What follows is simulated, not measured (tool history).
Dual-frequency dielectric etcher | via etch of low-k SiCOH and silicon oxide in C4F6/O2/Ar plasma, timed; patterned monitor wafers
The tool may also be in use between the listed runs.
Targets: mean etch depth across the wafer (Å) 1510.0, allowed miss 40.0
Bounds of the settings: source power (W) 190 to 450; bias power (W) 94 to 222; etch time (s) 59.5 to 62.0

run,hour,source power (W),bias power (W),etch time (s),mean etch depth across the wafer (Å)
1,0.0,320,158,59.5,1272.2
2,5.2,330,161,59.5,1305.4
3,6.1,330,161,62.0,1348.4
4,13.4,270,161,62.0,1213.7
5,17.6,290,163,62.0,1270.1
6,24.8,300,165,62.0,1297.0
7,31.9,310,166,62.0,1327.3
8,33.9,320,167,62.0,1358.3

4 next moves are on the table. One of them brings every result within its allowed miss. Which?
A,35.9,350,168,60.5,?
B,35.9,270,157,60.0,?
C,35.9,340,208,61.5,?
D,35.9,410,146,60.0,?

move,mean etch depth across the wafer (Å)
A,1384.5
B,1149.0
C,1507.0
D,1415.4
A: nearer than the last run, and not there yet
B: further off than the last run
C: meets every target
D: nearer than the last run, and not there yet
Answer: C

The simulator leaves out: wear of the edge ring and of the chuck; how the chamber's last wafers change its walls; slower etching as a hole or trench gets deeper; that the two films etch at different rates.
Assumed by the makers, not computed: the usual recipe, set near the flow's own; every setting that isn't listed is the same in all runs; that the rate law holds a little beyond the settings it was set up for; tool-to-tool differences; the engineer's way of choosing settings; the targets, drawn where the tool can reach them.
